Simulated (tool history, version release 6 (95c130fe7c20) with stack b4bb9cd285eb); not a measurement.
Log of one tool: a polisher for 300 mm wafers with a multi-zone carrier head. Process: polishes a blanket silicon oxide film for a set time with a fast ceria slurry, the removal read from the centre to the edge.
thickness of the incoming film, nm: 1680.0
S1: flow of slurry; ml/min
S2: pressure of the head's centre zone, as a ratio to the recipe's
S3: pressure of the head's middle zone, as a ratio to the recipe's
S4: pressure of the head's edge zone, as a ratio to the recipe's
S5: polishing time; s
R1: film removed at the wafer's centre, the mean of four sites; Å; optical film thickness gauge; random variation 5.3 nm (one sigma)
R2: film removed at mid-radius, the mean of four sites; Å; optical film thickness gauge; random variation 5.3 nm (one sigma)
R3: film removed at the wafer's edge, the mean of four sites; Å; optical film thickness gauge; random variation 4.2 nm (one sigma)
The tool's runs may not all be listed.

Run 1, hour 0.0: S1 165 ml/min, S2 1.00, S3 1.00, S4 1.00, S5 29 s. Result: R1 6817.3 Å, R2 6831.7 Å, R3 6762.7 Å.
Run 2, hour 5.6: S1 165 ml/min, S2 1.00, S3 0.92, S4 1.00, S5 29 s. Result: R1 6735.5 Å, R2 6357.2 Å, R3 6792.4 Å.
Run 3, hour 14.0: S1 165 ml/min, S2 1.00, S3 0.95, S4 1.00, S5 29 s. Result: R1 6881.0 Å, R2 6472.0 Å, R3 6919.8 Å.
Run 4, hour 17.5: S1 165 ml/min, S2 1.00, S3 0.95, S4 1.05, S5 29 s. Result: R1 6849.5 Å, R2 6402.4 Å, R3 6912.1 Å.
Run 5, hour 26.5: S1 160 ml/min, S2 1.00, S3 0.97, S4 1.01, S5 26 s. Result: R1 5948.8 Å, R2 5852.5 Å, R3 6035.6 Å.
Run 6, hour 33.1: S1 150 ml/min, S2 1.01, S3 0.98, S4 0.97, S5 25 s. Result: R1 5761.9 Å, R2 5510.0 Å, R3 5725.6 Å.
Run 7, hour 37.3: S1 150 ml/min, S2 1.01, S3 0.98, S4 0.97, S5 25 s. Result: R1 5683.2 Å, R2 5590.4 Å, R3 5643.3 Å.

The next listed run, before its measurement:
Run 8, hour 39.3: S1 140 ml/min, S2 1.01, S3 0.99, S4 0.94, S5 25 s. Result: R1 ?, R2 ?, R3 ?.

R1: 5671.4 Å
R2: 5571.3 Å
R3: 5539.3 Å
